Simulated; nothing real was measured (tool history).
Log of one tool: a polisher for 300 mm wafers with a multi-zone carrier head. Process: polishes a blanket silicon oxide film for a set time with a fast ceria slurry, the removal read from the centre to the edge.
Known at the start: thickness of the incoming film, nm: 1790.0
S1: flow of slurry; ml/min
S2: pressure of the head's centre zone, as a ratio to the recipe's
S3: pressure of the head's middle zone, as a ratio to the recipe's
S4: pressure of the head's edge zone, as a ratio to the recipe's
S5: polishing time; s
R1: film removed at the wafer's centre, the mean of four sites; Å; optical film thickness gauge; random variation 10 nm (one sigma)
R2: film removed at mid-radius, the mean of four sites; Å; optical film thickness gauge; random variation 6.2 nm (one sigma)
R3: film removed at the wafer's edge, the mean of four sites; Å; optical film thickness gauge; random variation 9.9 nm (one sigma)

run 1 hour=0.0 | S1=305 S2=1.00 S3=1.00 S4=1.00 S5=37 | R1=5937.8 R2=5956.7 R3=6187.6
run 2 hour=7.2 | S1=305 S2=1.02 S3=1.01 S4=1.02 S5=38 | R1=6224.7 R2=6240.9 R3=6338.6
run 3 hour=14.7 | S1=310 S2=1.03 S3=1.00 S4=1.03 S5=39 | R1=6547.5 R2=6284.1 R3=6550.0
run 4 hour=23.5 | S1=310 S2=0.99 S3=1.00 S4=1.03 S5=39 | R1=6070.7 R2=6291.7 R3=6549.6
run 5 hour=25.2 | S1=350 S2=0.99 S3=1.00 S4=1.03 S5=39 | R1=6270.8 R2=6285.5 R3=6550.6
run 6 hour=32.9 | S1=345 S2=1.00 S3=1.00 S4=1.04 S5=40 | R1=6530.7 R2=6511.4 R3=6790.7

Run 7 comes next. What will it give?
run 7 hour=40.2 | S1=345 S2=1.01 S3=1.00 S4=1.05 S5=41 | R1=? R2=? R3=?

{"run 7": {"R1": 6566.1, "R2": 6624.8, "R3": 6850.5}}
